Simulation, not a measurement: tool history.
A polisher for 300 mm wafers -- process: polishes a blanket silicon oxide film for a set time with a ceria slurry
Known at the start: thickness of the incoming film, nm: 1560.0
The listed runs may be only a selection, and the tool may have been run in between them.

run	hour	flow of slurry (ml/min)	pressure of the wafer on the pad (kPa)	speed of the pad under the wafer (cm/s)	polishing time (s)	film removed (angstrom)
1	0	170	29	130	52	3629.6
2	2.9	165	25.5	130	52	3217.6
3	8.7	195	25.5	130	52	3278.1
4	11.3	195	20.7	130	52	2729.4
5	13.3	195	20.7	148	52	3035.1
6	18.4	195	20.7	148	47	2735.1
7	20	195	19.3	148	47	2533.9
8	21.7	190	18.6	148	47	2436.9
9	24.9	185	18.6	148	47	2406.4
10	29.3	180	18.6	148	47	2436.8

Run 11 comes next. What will it give?
11	31.8	175	18.6	148	47	?

film removed (angstrom): 2385.2

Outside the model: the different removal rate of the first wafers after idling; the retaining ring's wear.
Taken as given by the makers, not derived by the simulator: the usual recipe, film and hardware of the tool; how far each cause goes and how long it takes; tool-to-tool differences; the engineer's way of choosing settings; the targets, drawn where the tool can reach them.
